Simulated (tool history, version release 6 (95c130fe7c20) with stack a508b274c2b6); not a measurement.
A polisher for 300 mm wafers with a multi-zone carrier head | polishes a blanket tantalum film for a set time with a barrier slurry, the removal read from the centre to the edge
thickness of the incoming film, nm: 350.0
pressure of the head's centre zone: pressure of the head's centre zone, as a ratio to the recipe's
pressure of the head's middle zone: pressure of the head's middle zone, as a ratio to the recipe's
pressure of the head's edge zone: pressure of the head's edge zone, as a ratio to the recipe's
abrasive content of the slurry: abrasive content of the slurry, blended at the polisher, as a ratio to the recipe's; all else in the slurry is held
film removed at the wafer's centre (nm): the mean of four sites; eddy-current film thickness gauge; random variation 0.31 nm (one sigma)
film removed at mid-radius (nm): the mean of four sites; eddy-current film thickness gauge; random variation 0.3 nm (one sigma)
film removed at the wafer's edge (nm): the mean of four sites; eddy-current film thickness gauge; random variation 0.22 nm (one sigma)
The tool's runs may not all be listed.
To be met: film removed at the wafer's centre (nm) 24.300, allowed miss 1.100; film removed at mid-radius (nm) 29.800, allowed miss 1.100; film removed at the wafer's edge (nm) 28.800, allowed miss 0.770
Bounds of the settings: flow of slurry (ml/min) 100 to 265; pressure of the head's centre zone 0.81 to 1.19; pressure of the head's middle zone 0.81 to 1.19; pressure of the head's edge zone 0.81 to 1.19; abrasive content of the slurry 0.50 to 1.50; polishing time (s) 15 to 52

run	hour	flow of slurry (ml/min)	pressure of the head's centre zone	pressure of the head's middle zone	pressure of the head's edge zone	abrasive content of the slurry	polishing time (s)	film removed at the wafer's centre (nm)	film removed at mid-radius (nm)	film removed at the wafer's edge (nm)
1	0.0	170	1.00	1.00	1.00	1.00	33	34.432	34.785	34.474
2	8.6	160	0.97	1.00	0.98	0.95	33	33.065	34.216	33.416
3	12.7	155	0.94	1.00	0.99	0.90	33	31.233	32.814	32.472
4	19.9	150	0.91	1.01	1.00	0.85	33	29.595	33.254	31.981
5	27.7	145	0.89	1.00	1.00	0.80	33	27.975	31.915	30.887
6	34.0	145	0.89	1.00	1.00	0.80	39	33.917	37.338	36.928
7	37.9	140	0.87	1.00	1.00	0.75	38	30.851	35.419	34.759
8	43.4	135	0.86	1.00	0.99	0.70	38	29.686	33.610	33.864
9	49.9	130	0.85	1.01	0.98	0.65	38	27.521	32.811	32.138
10	58.4	130	0.85	1.01	0.98	0.65	38	28.274	33.228	32.352
11	65.2	125	0.84	1.01	0.97	0.65	38	26.536	32.566	32.130
12	70.3	125	0.85	1.01	0.95	0.60	38	26.233	31.869	30.830
13	73.5	125	0.85	1.01	0.94	0.60	38	26.591	31.907	29.963
14	78.7	120	0.84	1.00	0.94	0.60	38	26.700	31.391	30.446
15	83.3	115	0.83	1.00	0.94	0.60	38	24.963	31.010	30.138
16	91.2	115	0.83	1.00	0.93	0.60	38	25.535	30.803	30.253
17	98.9	115	0.83	1.00	0.92	0.60	38	25.413	31.376	29.754
18	104.8	115	0.83	1.00	0.92	0.60	38	25.608	30.623	29.676

Which of these 4 next moves meets every target?
A	110.7	100	0.83	1.03	1.07	0.65	36	?	?	?
B	110.7	110	0.81	0.90	0.96	0.60	39	?	?	?
C	110.7	170	0.91	0.92	0.84	0.70	34	?	?	?
D	110.7	100	0.85	1.01	0.93	0.80	34	?	?	?

move	film removed at the wafer's centre (nm)	film removed at mid-radius (nm)	film removed at the wafer's edge (nm)
A	23.399	29.707	30.334
B	24.912	28.725	30.885
C	28.753	30.138	29.007
D	24.341	29.794	28.913
A: brings the result that was furthest off to its target, and leaves another outside
B: brings the result that was furthest off to its target, and leaves another outside
C: further off than the last run
D: meets every target
The right move is D.

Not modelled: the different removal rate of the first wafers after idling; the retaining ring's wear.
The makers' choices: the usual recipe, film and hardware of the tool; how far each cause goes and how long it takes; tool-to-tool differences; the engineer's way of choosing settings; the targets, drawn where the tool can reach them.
